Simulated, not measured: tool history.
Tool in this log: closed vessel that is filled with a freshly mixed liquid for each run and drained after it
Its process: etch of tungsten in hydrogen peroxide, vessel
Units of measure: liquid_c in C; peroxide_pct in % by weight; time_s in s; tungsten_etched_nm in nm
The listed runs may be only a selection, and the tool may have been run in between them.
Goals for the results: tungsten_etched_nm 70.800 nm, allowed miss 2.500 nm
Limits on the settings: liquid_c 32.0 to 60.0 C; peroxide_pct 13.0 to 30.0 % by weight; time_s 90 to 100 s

run,day,liquid_c,peroxide_pct,time_s,tungsten_etched_nm
1,0.000,44.0,24.0,90,108.890
2,0.062,43.5,24.0,90,103.810
3,0.367,49.5,24.0,90,153.420
4,0.592,48.5,24.0,90,144.200
5,0.796,48.5,26.0,90,146.170
6,0.983,48.5,28.5,90,157.090
7,1.262,47.0,28.5,90,144.020
8,1.579,47.0,28.5,90,142.860
9,1.812,46.0,28.5,90,134.790
10,2.075,45.0,28.5,90,127.920
11,2.238,44.0,28.5,90,116.610

Of the 5 settings listed for the next run, only one would bring every result within its allowed miss of target. Which one?
A,2.400,36.5,24.0,90,?
B,2.400,37.5,24.0,90,?
C,2.400,52.0,30.0,100,?
D,2.400,35.0,29.0,90,?
E,2.400,49.5,27.5,100,?

move,tungsten_etched_nm
A,65.617
B,70.119
C,217.750
D,65.244
E,179.070
A: moves the result that the last run missed by most past its target, out the other side
B: in spec on every target
C: the biggest miss grows against the last run
D: moves the result that the last run missed by most past its target, out the other side
E: the biggest miss grows against the last run
B is the move that brings every result within its allowed miss.
